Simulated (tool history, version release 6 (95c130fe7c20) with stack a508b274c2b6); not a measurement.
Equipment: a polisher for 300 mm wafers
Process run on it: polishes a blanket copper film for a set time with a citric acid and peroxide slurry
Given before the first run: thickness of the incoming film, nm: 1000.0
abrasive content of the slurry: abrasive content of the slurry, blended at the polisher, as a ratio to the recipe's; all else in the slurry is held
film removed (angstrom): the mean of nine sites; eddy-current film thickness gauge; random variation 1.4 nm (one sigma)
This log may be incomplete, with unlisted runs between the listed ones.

run    day  flow of slurry (ml/min)  pressure of the wafer on the pad (psi)  speed of the pad under the wafer (cm/s)  abrasive content of the slurry  polishing time (s)  film removed (angstrom)
  1  0.000                      160                                     3.8                                      116                            1.00                  56                   1690.6
  2  0.062                      160                                     3.8                                      116                            0.85                  56                   1695.4
  3  0.221                      160                                     3.8                                      116                            0.95                  56                   1690.9
  4  0.446                      160                                     3.5                                      116                            0.95                  56                   1596.4
  5  0.500                      160                                     3.5                                      116                            0.80                  56                   1542.1
  6  0.596                      160                                     3.3                                      116                            0.80                  56                   1461.2
  7  0.883                      160                                     3.1                                      116                            0.80                  56                   1433.8
  8  1.250                      160                                     2.9                                      116                            0.80                  56                   1362.9
  9  1.417                      160                                     2.7                                      116                            0.80                  56                   1256.1
 10  1.675                      160                                     2.6                                      116                            0.80                  56                   1258.3

Estimate the outcome of run 11 from the log above:
 11  2.004                      160                                     2.6                                      116                            0.80                  56                        ?

{"run 11": {"film removed (angstrom)": 1271.0}}

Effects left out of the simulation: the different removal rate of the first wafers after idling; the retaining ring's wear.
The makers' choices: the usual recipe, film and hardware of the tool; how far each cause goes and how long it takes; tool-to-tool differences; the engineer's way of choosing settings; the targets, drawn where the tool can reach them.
